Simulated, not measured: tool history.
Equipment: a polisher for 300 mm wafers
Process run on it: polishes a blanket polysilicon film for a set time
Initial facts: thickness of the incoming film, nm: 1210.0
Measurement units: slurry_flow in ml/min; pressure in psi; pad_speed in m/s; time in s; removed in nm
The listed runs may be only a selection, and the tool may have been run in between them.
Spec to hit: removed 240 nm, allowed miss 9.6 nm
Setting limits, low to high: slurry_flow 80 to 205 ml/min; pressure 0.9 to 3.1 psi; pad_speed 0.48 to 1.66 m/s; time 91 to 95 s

{"run": 1, "hour": 0.0, "slurry_flow": 135, "pressure": 2, "pad_speed": 1.06, "time": 91, "removed": 618.9}
{"run": 2, "hour": 2.1, "slurry_flow": 135, "pressure": 1.9, "pad_speed": 1.02, "time": 91, "removed": 561}
{"run": 3, "hour": 4.6, "slurry_flow": 135, "pressure": 1.9, "pad_speed": 0.82, "time": 91, "removed": 461.47}
{"run": 4, "hour": 9.5, "slurry_flow": 135, "pressure": 1.8, "pad_speed": 0.8, "time": 91, "removed": 430.24}
{"run": 5, "hour": 18.4, "slurry_flow": 135, "pressure": 1.8, "pad_speed": 0.8, "time": 91, "removed": 434.54}
{"run": 6, "hour": 19.8, "slurry_flow": 150, "pressure": 1.8, "pad_speed": 0.8, "time": 91, "removed": 423.42}
{"run": 7, "hour": 26.5, "slurry_flow": 150, "pressure": 1.7, "pad_speed": 0.78, "time": 91, "removed": 407.54}
{"run": 8, "hour": 34.7, "slurry_flow": 150, "pressure": 1.6, "pad_speed": 0.76, "time": 91, "removed": 365.69}
{"run": 9, "hour": 37.0, "slurry_flow": 150, "pressure": 1.5, "pad_speed": 0.76, "time": 91, "removed": 343}
{"run": 10, "hour": 40.1, "slurry_flow": 135, "pressure": 0.9, "pad_speed": 0.74, "time": 91, "removed": 201.02}
{"run": 11, "hour": 42.3, "slurry_flow": 140, "pressure": 0.9, "pad_speed": 0.74, "time": 91, "removed": 201.1}
{"run": 12, "hour": 45.5, "slurry_flow": 145, "pressure": 0.9, "pad_speed": 0.74, "time": 91, "removed": 206.06}
{"run": 13, "hour": 48.4, "slurry_flow": 175, "pressure": 1.1, "pad_speed": 0.74, "time": 91, "removed": 252.89}
{"run": 14, "hour": 50.5, "slurry_flow": 170, "pressure": 1.1, "pad_speed": 0.74, "time": 91, "removed": 253.47}
{"run": 15, "hour": 57.4, "slurry_flow": 170, "pressure": 1.1, "pad_speed": 0.74, "time": 91, "removed": 251.35}
{"run": 16, "hour": 64.0, "slurry_flow": 165, "pressure": 1.1, "pad_speed": 0.74, "time": 91, "removed": 251.43}
{"run": 17, "hour": 67.1, "slurry_flow": 160, "pressure": 1.1, "pad_speed": 0.74, "time": 91, "removed": 251.06}
{"run": 18, "hour": 70.9, "slurry_flow": 155, "pressure": 1.1, "pad_speed": 0.74, "time": 91, "removed": 251.76}
{"run": 19, "hour": 77.6, "slurry_flow": 155, "pressure": 1, "pad_speed": 0.74, "time": 91, "removed": 228.73}
{"run": 20, "hour": 78.4, "slurry_flow": 160, "pressure": 1, "pad_speed": 0.74, "time": 91, "removed": 229.42}

5 next moves are on the table. One of them brings every result within its allowed miss. Which?
{"run": "A", "hour": 79.2, "slurry_flow": 180, "pressure": 1.2, "pad_speed": 0.52, "time": 95, "removed": "?"}
{"run": "B", "hour": 79.2, "slurry_flow": 165, "pressure": 1, "pad_speed": 0.68, "time": 95, "removed": "?"}
{"run": "C", "hour": 79.2, "slurry_flow": 140, "pressure": 0.9, "pad_speed": 0.76, "time": 95, "removed": "?"}
{"run": "D", "hour": 79.2, "slurry_flow": 125, "pressure": 1.1, "pad_speed": 0.72, "time": 94, "removed": "?"}
{"run": "E", "hour": 79.2, "slurry_flow": 190, "pressure": 1.1, "pad_speed": 0.76, "time": 91, "removed": "?"}

move=A removed=206.7
move=B removed=221.84
move=C removed=218.65
move=D removed=244.21
move=E removed=263.18
A: further off than the last run
B: further off than the last run
C: further off than the last run
D: meets every target
E: moves the result that the last run missed by most past its target, out the other side
D meets every target.
